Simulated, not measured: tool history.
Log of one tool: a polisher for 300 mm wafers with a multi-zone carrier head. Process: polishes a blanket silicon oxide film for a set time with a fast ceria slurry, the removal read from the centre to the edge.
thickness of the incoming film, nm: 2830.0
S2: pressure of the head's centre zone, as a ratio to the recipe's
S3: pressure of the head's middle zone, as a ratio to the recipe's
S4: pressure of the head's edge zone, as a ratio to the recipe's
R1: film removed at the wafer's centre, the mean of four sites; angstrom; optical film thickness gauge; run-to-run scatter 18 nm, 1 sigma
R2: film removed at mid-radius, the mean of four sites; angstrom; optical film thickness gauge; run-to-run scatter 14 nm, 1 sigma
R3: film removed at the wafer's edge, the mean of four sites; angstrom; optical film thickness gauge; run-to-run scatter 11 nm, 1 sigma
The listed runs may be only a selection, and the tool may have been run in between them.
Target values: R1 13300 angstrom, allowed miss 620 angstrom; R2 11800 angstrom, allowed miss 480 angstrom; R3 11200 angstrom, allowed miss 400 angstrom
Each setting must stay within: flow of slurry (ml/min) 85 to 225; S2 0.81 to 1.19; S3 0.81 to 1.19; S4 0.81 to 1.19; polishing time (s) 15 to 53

run 1 hour=0 | flow_of_slurry_(ml/min)=145 S2=1 S3=1 S4=1 polishing_time_(s)=34 | R1=8257.4 R2=8126.6 R3=8356
run 2 hour=4.9 | flow_of_slurry_(ml/min)=155 S2=1.03 S3=1.02 S4=1.01 polishing_time_(s)=35 | R1=9002 R2=8668.9 R3=8670.2
run 3 hour=13.5 | flow_of_slurry_(ml/min)=160 S2=1.05 S3=1.03 S4=1.02 polishing_time_(s)=36 | R1=9486.9 R2=8970.2 R3=9033.9
run 4 hour=19.7 | flow_of_slurry_(ml/min)=160 S2=1.05 S3=1.03 S4=1.02 polishing_time_(s)=41 | R1=10818 R2=10289 R3=9972.9
run 5 hour=23.9 | flow_of_slurry_(ml/min)=165 S2=1.06 S3=1.04 S4=1.03 polishing_time_(s)=41 | R1=11112 R2=10162 R3=10273
run 6 hour=30 | flow_of_slurry_(ml/min)=165 S2=1.11 S3=1.04 S4=1.03 polishing_time_(s)=41 | R1=11604 R2=10287 R3=10275
run 7 hour=38 | flow_of_slurry_(ml/min)=170 S2=1.12 S3=1.05 S4=1.03 polishing_time_(s)=41 | R1=11975 R2=10420 R3=10334
run 8 hour=46.7 | flow_of_slurry_(ml/min)=175 S2=1.12 S3=1.06 S4=1.04 polishing_time_(s)=41 | R1=11750 R2=10687 R3=10352
run 9 hour=51.9 | flow_of_slurry_(ml/min)=180 S2=1.13 S3=1.06 S4=1.04 polishing_time_(s)=41 | R1=12256 R2=10494 R3=10395
run 10 hour=54.6 | flow_of_slurry_(ml/min)=205 S2=1.13 S3=1.15 S4=1.08 polishing_time_(s)=42 | R1=12497 R2=11909 R3=11015
run 11 hour=62.8 | flow_of_slurry_(ml/min)=205 S2=1.14 S3=1.15 S4=1.08 polishing_time_(s)=42 | R1=12677 R2=11900 R3=10930

5 next moves are on the table. One of them brings every result within its allowed miss. Which?
run A hour=71 | flow_of_slurry_(ml/min)=225 S2=1.13 S3=1.18 S4=1 polishing_time_(s)=40 | R1=? R2=? R3=?
run B hour=71 | flow_of_slurry_(ml/min)=195 S2=1.17 S3=1.02 S4=1.1 polishing_time_(s)=46 | R1=? R2=? R3=?
run C hour=71 | flow_of_slurry_(ml/min)=225 S2=1.19 S3=1.15 S4=0.93 polishing_time_(s)=41 | R1=? R2=? R3=?
run D hour=71 | flow_of_slurry_(ml/min)=215 S2=1.11 S3=1.18 S4=1.01 polishing_time_(s)=41 | R1=? R2=? R3=?
run E hour=71 | flow_of_slurry_(ml/min)=225 S2=1.13 S3=1.07 S4=1.01 polishing_time_(s)=44 | R1=? R2=? R3=?

move=A R1=12045 R2=11760 R3=10190
move=B R1=14025 R2=11705 R3=12134
move=C R1=13003 R2=11786 R3=10095
move=D R1=12047 R2=11984 R3=10449
move=E R1=13239 R2=11893 R3=11280
A: further off than the last run
B: moves the result that the last run missed by most past its target, out the other side
C: the furthest-off result lands on target, but another misses its tolerance
D: further off than the last run
E: meets every target
So the answer is move E, the one that meets all the targets.
